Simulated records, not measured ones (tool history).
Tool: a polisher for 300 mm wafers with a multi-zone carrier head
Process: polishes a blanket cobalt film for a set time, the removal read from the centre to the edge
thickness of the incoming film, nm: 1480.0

run	day	flow of slurry (ml/min)	pressure of the head's centre zone	pressure of the head's middle zone	pressure of the head's edge zone	polishing time (s)	film removed at the wafer's centre (nm)	film removed at mid-radius (nm)	film removed at the wafer's edge (nm)
1	0.000	215	1.00	1.00	1.00	88	300.04	312.39	315.74
2	0.279	200	0.99	0.97	0.99	80	264.90	265.47	281.90
3	0.338	150	0.99	0.97	0.99	80	263.35	267.88	272.13
4	0.558	150	0.98	0.95	0.98	74	236.73	243.62	252.43
5	0.817	150	0.95	0.95	0.98	74	231.81	237.32	253.46
6	0.950	150	0.95	0.95	0.98	62	191.85	203.77	209.92
7	1.021	155	0.95	0.93	0.99	59	182.52	188.46	201.55
8	1.254	160	0.95	0.83	0.99	43	136.15	125.26	146.78
9	1.338	160	0.95	0.83	0.99	43	135.49	128.18	148.44

Estimate the outcome of run 10 from the log above:
10	1.629	160	0.96	0.84	1.01	43	?	?	?

Run 10 measured film removed at the wafer's centre (nm) 135.05, film removed at mid-radius (nm) 128.19, film removed at the wafer's edge (nm) 148.30.

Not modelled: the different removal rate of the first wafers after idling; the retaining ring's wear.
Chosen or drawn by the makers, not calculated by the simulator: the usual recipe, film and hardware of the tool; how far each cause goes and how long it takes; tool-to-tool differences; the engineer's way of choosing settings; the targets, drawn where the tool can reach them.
